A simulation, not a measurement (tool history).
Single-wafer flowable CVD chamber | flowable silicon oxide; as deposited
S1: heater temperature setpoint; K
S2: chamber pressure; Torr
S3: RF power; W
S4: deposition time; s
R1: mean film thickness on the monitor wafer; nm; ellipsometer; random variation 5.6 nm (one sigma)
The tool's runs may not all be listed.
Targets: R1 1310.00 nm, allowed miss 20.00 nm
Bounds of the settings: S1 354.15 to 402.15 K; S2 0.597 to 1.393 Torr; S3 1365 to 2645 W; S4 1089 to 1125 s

run	hour	S1	S2	S3	S4	R1
1	0.0	378.15	0.995	2005	1089	774.89
2	8.2	378.15	1.059	2005	1089	821.99
3	11.3	378.15	1.059	2005	1089	821.28
4	14.8	376.15	1.059	2005	1089	883.21
5	23.0	376.15	0.972	2005	1089	826.00
6	31.8	370.15	0.972	2005	1089	1031.70
7	40.4	362.15	0.973	2005	1089	1386.60
# hour 49.4: capacitance manometer re-zeroed and calibrated
8	49.4	363.15	0.973	2005	1089	1268.60
9	50.8	363.15	0.973	2005	1089	1278.00

Which of these 5 next moves meets every target?
A	52.2	358.15	0.762	2245	1089	?
B	52.2	365.15	1.048	2325	1089	?
C	52.2	362.15	0.906	1985	1095	?
D	52.2	362.15	0.895	2035	1125	?
E	52.2	368.15	1.163	2025	1089	?

move	R1
A	1222.70
B	1317.10
C	1236.00
D	1262.00
E	1257.70
A: further off than the last run
B: meets every target
C: further off than the last run
D: further off than the last run
E: further off than the last run
Move B is the one to make.
